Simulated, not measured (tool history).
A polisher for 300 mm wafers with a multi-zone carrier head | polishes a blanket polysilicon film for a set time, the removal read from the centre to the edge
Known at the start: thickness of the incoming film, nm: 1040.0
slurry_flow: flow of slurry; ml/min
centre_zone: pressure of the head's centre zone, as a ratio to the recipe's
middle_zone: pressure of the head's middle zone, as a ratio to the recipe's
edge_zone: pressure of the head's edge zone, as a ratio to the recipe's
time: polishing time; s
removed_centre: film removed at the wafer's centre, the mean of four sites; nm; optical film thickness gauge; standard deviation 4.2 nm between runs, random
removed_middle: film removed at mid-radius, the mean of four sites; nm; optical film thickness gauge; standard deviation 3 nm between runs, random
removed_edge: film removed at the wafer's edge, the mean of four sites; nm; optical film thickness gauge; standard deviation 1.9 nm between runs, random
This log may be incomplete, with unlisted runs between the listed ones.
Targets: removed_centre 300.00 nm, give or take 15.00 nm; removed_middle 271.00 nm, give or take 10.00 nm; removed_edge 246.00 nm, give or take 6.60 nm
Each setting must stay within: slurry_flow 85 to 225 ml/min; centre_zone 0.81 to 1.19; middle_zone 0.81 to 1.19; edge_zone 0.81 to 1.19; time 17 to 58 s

{"run": 1, "day": 0.0, "slurry_flow": 145, "centre_zone": 1.0, "middle_zone": 1.0, "edge_zone": 1.0, "time": 37, "removed_centre": 328.07, "removed_middle": 329.14, "removed_edge": 319.27}
{"run": 2, "day": 0.042, "slurry_flow": 145, "centre_zone": 1.0, "middle_zone": 1.0, "edge_zone": 1.06, "time": 37, "removed_centre": 329.02, "removed_middle": 327.52, "removed_edge": 327.63}
{"run": 3, "day": 0.4, "slurry_flow": 140, "centre_zone": 1.03, "middle_zone": 1.0, "edge_zone": 1.0, "time": 35, "removed_centre": 324.24, "removed_middle": 303.57, "removed_edge": 299.69}
{"run": 4, "day": 0.7, "slurry_flow": 140, "centre_zone": 1.03, "middle_zone": 0.93, "edge_zone": 1.0, "time": 35, "removed_centre": 319.52, "removed_middle": 290.04, "removed_edge": 291.69}
{"run": 5, "day": 0.938, "slurry_flow": 140, "centre_zone": 1.03, "middle_zone": 0.94, "edge_zone": 0.94, "time": 34, "removed_centre": 309.87, "removed_middle": 288.03, "removed_edge": 278.79}
{"run": 6, "day": 1.238, "slurry_flow": 130, "centre_zone": 1.04, "middle_zone": 0.94, "edge_zone": 0.9, "time": 34, "removed_centre": 307.59, "removed_middle": 287.66, "removed_edge": 271.16}
{"run": 7, "day": 1.429, "slurry_flow": 125, "centre_zone": 1.05, "middle_zone": 0.93, "edge_zone": 0.87, "time": 34, "removed_centre": 317.46, "removed_middle": 274.81, "removed_edge": 264.39}
{"run": 8, "day": 1.779, "slurry_flow": 125, "centre_zone": 1.05, "middle_zone": 0.95, "edge_zone": 0.85, "time": 33, "removed_centre": 309.16, "removed_middle": 276.98, "removed_edge": 255.81}
{"run": 9, "day": 1.817, "slurry_flow": 120, "centre_zone": 1.05, "middle_zone": 0.95, "edge_zone": 0.84, "time": 33, "removed_centre": 295.12, "removed_middle": 270.1, "removed_edge": 254.57}

4 next moves are on the table. One of them brings every result within its allowed miss. Which?
{"run": "A", "day": 1.854, "slurry_flow": 100, "centre_zone": 1.02, "middle_zone": 0.91, "edge_zone": 0.88, "time": 34, "removed_centre": "?", "removed_middle": "?", "removed_edge": "?"}
{"run": "B", "day": 1.854, "slurry_flow": 180, "centre_zone": 1.1, "middle_zone": 0.99, "edge_zone": 0.87, "time": 30, "removed_centre": "?", "removed_middle": "?", "removed_edge": "?"}
{"run": "C", "day": 1.854, "slurry_flow": 85, "centre_zone": 0.99, "middle_zone": 0.95, "edge_zone": 0.93, "time": 35, "removed_centre": "?", "removed_middle": "?", "removed_edge": "?"}
{"run": "D", "day": 1.854, "slurry_flow": 130, "centre_zone": 1.06, "middle_zone": 0.93, "edge_zone": 0.85, "time": 33, "removed_centre": "?", "removed_middle": "?", "removed_edge": "?"}

move=A removed_centre=295.18 removed_middle=263.58 removed_edge=260.06
move=B removed_centre=307.23 removed_middle=269.77 removed_edge=241.05
move=C removed_centre=287.19 removed_middle=274.80 removed_edge=270.10
move=D removed_centre=310.45 removed_middle=270.12 removed_edge=254.84
A: moves away from the targets compared with the last run
B: each result inside its tolerance
C: moves away from the targets compared with the last run
D: no nearer and no further than the last run
Answer: B
